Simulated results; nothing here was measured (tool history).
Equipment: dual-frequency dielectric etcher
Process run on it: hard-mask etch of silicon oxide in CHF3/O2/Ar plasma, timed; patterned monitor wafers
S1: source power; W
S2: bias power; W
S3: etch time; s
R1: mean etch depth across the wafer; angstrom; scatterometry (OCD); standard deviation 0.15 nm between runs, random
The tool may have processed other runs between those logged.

Run 1, hour 0.0: S1 810 W, S2 176 W, S3 36.5 s. Result: R1 776.15 angstrom.
Run 2, hour 8.7: S1 870 W, S2 176 W, S3 36.5 s. Result: R1 792.59 angstrom.
Run 3, hour 16.5: S1 830 W, S2 172 W, S3 36.5 s. Result: R1 780.95 angstrom.
Run 4, hour 18.7: S1 790 W, S2 168 W, S3 36.5 s. Result: R1 764.00 angstrom.
Run 5, hour 27.1: S1 680 W, S2 168 W, S3 36.5 s. Result: R1 731.74 angstrom.
Run 6, hour 35.0: S1 660 W, S2 166 W, S3 36.5 s. Result: R1 726.15 angstrom.
Run 7, hour 40.8: S1 650 W, S2 164 W, S3 36.5 s. Result: R1 718.12 angstrom.

Forecast run 8:
Run 8, hour 49.0: S1 640 W, S2 163 W, S3 36.5 s. Result: R1 ?.

{"run 8": {"R1": 715.2}}

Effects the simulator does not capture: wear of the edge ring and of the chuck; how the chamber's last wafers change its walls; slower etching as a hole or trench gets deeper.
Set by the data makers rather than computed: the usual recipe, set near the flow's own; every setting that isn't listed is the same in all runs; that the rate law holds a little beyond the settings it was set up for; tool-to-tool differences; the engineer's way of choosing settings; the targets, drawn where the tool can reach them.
